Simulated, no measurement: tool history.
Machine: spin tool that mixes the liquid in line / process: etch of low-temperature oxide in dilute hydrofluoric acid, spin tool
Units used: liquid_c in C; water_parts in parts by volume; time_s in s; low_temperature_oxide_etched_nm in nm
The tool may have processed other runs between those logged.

run  hour  liquid_c  water_parts  time_s  low_temperature_oxide_etched_nm
  1     0        23          170      35                           1.9726
  2   5.6      22.5          175      35                           1.9135
  3  13.1      22.5          175      35                           1.8997
  4  16.7      22.5          235      35                            1.322
  5    20        22          235      35                           1.3164
  6  25.7      21.5          235      35                           1.2863

Run 7 is up next; what results do you expect?
  7  30.2        21          235      35                                ?

{"run 7": {"low_temperature_oxide_etched_nm": 1.2533}}
